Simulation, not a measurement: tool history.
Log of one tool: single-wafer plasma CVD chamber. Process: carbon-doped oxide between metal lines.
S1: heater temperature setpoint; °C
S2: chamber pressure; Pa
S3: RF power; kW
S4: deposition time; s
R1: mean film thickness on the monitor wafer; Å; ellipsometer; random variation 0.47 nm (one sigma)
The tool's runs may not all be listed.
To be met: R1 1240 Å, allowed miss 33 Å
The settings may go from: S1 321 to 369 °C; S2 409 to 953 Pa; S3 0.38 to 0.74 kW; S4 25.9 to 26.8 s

run,hour,S1,S2,S3,S4,R1
1,0,345,681,0.56,25.9,1479
2,1.2,346,671,0.55,25.9,1458.4
3,9,354,671,0.55,25.9,1421
4,13.1,354,671,0.595,25.9,1509.1
5,16.1,354,671,0.595,26.8,1562.1
6,17.4,354,665,0.58,26.7,1533.2
7,23.3,354,661,0.565,26.6,1485
8,29.1,354,652,0.555,26.6,1474.3
9,33.7,354,649,0.545,26.5,1451
10,41.9,354,647,0.535,26.5,1407.3
11,46.6,354,633,0.53,26.5,1396.4
12,53.5,354,619,0.525,26.5,1375.2
13,57.1,354,605,0.525,26.5,1378.9
14,63,358,564,0.44,26.1,1137
15,69.7,357,573,0.44,26.1,1141.5
16,73.7,356,583,0.44,26.1,1151.3
17,78.4,355,591,0.44,26.1,1153
18,85.6,354,599,0.44,26.1,1153
# hour 86.3: capacitance manometer re-zeroed and calibrated
19,86.3,354,604,0.445,26.1,1172.8
20,92.7,354,611,0.445,26.1,1189.1
21,94.4,354,615,0.445,26.1,1188.7
22,103.1,354,620,0.445,26.1,1180.4
23,108.6,354,625,0.445,26.1,1190.6
24,117.1,354,631,0.445,26.1,1197.6
25,123.7,354,635,0.445,26.1,1190.9
26,128.2,354,640,0.445,26.1,1196.9
27,134.1,354,644,0.445,26.1,1192.3
28,136.4,354,648,0.445,26.1,1197.6
29,144.8,354,652,0.445,26.1,1202

Which of these 5 next moves meets every target?
A,153.2,351,760,0.43,25.9,?
B,153.2,348,621,0.435,25.9,?
C,153.2,355,675,0.445,26.8,?
D,153.2,366,648,0.43,25.9,?
E,153.2,350,664,0.43,25.9,?

move,R1
A,1191
B,1171.6
C,1237.4
D,1119.3
E,1167.2
A: further off than the last run
B: further off than the last run
C: meets every target
D: further off than the last run
E: further off than the last run
Answer: C
